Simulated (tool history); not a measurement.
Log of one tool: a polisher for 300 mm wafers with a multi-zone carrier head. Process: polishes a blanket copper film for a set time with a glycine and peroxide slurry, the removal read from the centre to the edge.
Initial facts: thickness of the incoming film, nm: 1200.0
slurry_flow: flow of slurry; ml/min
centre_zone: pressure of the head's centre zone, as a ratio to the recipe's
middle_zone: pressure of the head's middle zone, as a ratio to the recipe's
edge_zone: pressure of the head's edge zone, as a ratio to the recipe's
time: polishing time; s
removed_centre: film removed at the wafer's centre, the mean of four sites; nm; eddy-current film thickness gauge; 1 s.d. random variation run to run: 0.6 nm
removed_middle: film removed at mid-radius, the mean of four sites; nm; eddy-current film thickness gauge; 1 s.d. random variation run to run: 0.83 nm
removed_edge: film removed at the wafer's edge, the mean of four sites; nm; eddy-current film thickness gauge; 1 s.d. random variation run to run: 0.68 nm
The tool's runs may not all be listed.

run	hour	slurry_flow	centre_zone	middle_zone	edge_zone	time	removed_centre	removed_middle	removed_edge
1	0.0	190	1.00	1.00	1.00	30	143.890	136.49	142.840
2	6.7	235	1.00	1.00	1.00	30	145.430	139.46	143.350
3	9.7	235	1.00	1.00	0.93	30	145.670	139.71	139.650
4	13.6	235	0.96	1.00	0.93	30	140.680	140.44	143.210
5	20.5	235	0.96	1.00	0.92	27	125.380	123.57	125.130
6	22.3	235	0.96	1.00	0.97	27	126.450	125.25	128.140
7	23.4	235	0.95	1.00	0.96	25	116.420	116.76	120.500
8	27.1	235	0.95	1.00	0.94	23	106.560	108.52	108.220
9	28.0	230	0.94	0.99	0.92	22	99.899	103.90	103.900

Run 10, settings as shown, results not yet in. Your forecast:
10	35.1	225	0.94	0.97	0.90	21	?	?	?

Run 10 measured removed_centre 96.295 nm, removed_middle 95.95 nm, removed_edge 96.614 nm.
